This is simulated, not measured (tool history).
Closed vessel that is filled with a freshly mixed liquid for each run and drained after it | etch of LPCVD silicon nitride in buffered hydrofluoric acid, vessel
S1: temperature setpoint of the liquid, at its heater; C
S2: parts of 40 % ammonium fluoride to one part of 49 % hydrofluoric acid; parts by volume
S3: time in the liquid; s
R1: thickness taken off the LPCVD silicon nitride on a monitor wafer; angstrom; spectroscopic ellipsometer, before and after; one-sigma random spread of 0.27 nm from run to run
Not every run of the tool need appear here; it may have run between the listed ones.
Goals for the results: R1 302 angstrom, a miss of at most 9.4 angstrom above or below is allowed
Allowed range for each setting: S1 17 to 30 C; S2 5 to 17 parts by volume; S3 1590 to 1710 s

run  hour    S1    S2    S3      R1
  1     0    22  10.5  1590  180.69
  2   6.9  24.5    10  1590  217.66
  3   8.5  24.5    10  1590  213.71
  4  11.7  24.5  11.5  1590  189.89
  5  15.4  24.5  13.5  1590  159.26
  6  16.9  26.5  13.5  1590  182.01
  7  22.1  27.5  12.5  1595  205.43
  8  30.8    28  11.5  1600  225.58
     33.5  -- hydrofluoric acid flow meter replaced
  9  33.5    30   8.5  1615  372.19
 10  42.1    29   8.5  1615  353.46

Which one of the following 5 next-run settings gets every result inside its allowed miss? There is exactly one.
  A  50.7    27  8.5  1640   ?
  B  50.7  29.5    9  1590   ?
  C  50.7  27.5   10  1680   ?
  D  50.7    30  7.5  1625   ?
  E  50.7    24    8  1590   ?

move      R1
   A  320.32
   B  333.23
   C  296.45
   D  425.88
   E  282.08
A: nearer the targets than the last run, but a result is still out of spec
B: nearer the targets than the last run, but a result is still out of spec
C: in spec on every target
D: misses by more than the last run did
E: takes the biggest miss from the last run beyond its target
So the answer is move C, the one that meets all the targets.

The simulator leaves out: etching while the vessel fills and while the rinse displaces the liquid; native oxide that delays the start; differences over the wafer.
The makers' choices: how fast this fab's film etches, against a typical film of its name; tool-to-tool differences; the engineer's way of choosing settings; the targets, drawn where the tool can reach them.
